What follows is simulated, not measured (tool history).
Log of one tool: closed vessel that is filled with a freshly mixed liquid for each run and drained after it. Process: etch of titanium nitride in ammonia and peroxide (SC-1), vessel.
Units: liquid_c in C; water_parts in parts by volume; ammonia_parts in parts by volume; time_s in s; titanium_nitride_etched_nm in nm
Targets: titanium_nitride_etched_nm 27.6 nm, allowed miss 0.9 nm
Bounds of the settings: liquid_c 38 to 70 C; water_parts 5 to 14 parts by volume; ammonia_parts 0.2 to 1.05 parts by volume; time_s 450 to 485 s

run,hour,liquid_c,water_parts,ammonia_parts,time_s,titanium_nitride_etched_nm
1,0,54,7.5,0.55,450,60.715
2,2.3,50,7.5,0.55,450,45.651
3,10.7,49,7.5,0.55,450,42.801
4,15.5,49,7.5,0.7,450,44.662
5,22.3,48,7.5,0.7,450,42.127
6,25.4,48,5.5,0.7,450,47.12
7,29.8,47,5.5,0.7,450,45.626
8,34.9,46,5.5,0.7,450,41.462
9,38.6,45.5,5.5,0.7,450,40.249
10,46.3,45,5.5,0.7,450,39.015
11,48.5,44.5,5.5,0.7,450,37.161
12,56.6,44,5.5,0.7,450,35.605
13,61.5,43.5,5.5,0.7,450,34.527
14,69.1,43,5.5,0.7,450,33.884
15,76.2,42.5,5.5,0.7,450,32.142
16,84.3,42,5.5,0.7,450,30.754
17,89.8,42,5.5,0.7,450,31.408
18,93.1,41,5.5,0.7,450,28.616
19,102,41,5.5,0.7,450,29.062

5 next moves are on the table. One of them brings every result within its allowed miss. Which?
A,110.9,40,5,0.7,480,?
B,110.9,42,6.5,0.55,450,?
C,110.9,40.5,5.5,0.7,485,?
D,110.9,39.5,5,0.65,485,?
E,110.9,42,6,0.65,455,?

move,titanium_nitride_etched_nm
A,30.057
B,27.873
C,30.184
D,28.962
E,30.045
A: further off than the last run
B: meets every target
C: further off than the last run
D: nearer than the last run, and not there yet
E: further off than the last run
Move B is the one to make.

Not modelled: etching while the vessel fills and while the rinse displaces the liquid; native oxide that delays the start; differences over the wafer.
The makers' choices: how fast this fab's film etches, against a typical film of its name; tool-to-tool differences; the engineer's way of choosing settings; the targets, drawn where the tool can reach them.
